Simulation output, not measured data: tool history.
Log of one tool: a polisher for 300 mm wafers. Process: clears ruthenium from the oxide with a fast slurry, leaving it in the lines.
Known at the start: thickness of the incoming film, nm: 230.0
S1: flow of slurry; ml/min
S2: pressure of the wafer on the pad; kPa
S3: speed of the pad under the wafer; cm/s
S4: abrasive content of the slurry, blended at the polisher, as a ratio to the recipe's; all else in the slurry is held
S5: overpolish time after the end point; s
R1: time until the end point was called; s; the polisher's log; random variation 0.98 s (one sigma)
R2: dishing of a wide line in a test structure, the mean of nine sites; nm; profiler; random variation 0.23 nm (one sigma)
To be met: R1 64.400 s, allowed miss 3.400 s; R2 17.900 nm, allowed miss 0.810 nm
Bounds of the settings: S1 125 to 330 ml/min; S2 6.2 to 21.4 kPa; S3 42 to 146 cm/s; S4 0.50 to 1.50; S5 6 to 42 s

| run | day | S1 | S2 | S3 | S4 | S5 | R1 | R2 |
|---|---|---|---|---|---|---|---|---|
| 1 | 0.000 | 210 | 13.8 | 94 | 1.00 | 21 | 80.628 | 44.619 |
| 2 | 0.246 | 210 | 13.8 | 94 | 1.00 | 19 | 80.252 | 41.788 |
| 3 | 0.479 | 210 | 13.8 | 94 | 1.00 | 17 | 78.310 | 37.606 |
| 4 | 0.721 | 230 | 13.8 | 94 | 1.00 | 17 | 79.685 | 38.527 |
| 5 | 0.996 | 230 | 13.8 | 110 | 1.00 | 17 | 66.802 | 43.477 |
| 6 | 1.192 | 215 | 13.1 | 114 | 0.95 | 16 | 71.654 | 39.382 |
|  | 1.325 | worn pad replaced by a new one |
| 7 | 1.325 | 165 | 12.4 | 122 | 0.70 | 6 | 76.205 | 15.279 |
| 8 | 1.525 | 170 | 12.4 | 122 | 0.70 | 6 | 77.510 | 15.048 |
| 9 | 1.583 | 175 | 12.4 | 122 | 0.70 | 6 | 75.101 | 15.217 |
| 10 | 1.950 | 185 | 12.4 | 122 | 0.70 | 6 | 76.508 | 15.538 |
| 11 | 2.179 | 185 | 12.4 | 122 | 0.70 | 6 | 77.685 | 15.498 |
| 12 | 2.550 | 190 | 13.8 | 124 | 0.65 | 6 | 68.227 | 16.922 |

Which of these 5 next moves meets every target?
| A | 2.921 | 180 | 13.1 | 112 | 0.70 | 6 | ? | ? |
| B | 2.921 | 190 | 14.5 | 136 | 0.55 | 6 | ? | ? |
| C | 2.921 | 190 | 13.1 | 146 | 0.70 | 6 | ? | ? |
| D | 2.921 | 210 | 11.7 | 138 | 0.65 | 6 | ? | ? |
| E | 2.921 | 230 | 14.5 | 122 | 0.50 | 6 | ? | ? |

| move | R1 | R2 |
|---|---|---|
| A | 77.517 | 14.915 |
| B | 63.890 | 17.888 |
| C | 59.300 | 19.174 |
| D | 70.928 | 16.218 |
| E | 72.067 | 15.977 |
A: further off than the last run
B: meets every target
C: takes the result that was furthest off past its target
D: further off than the last run
E: further off than the last run
The right move is B.
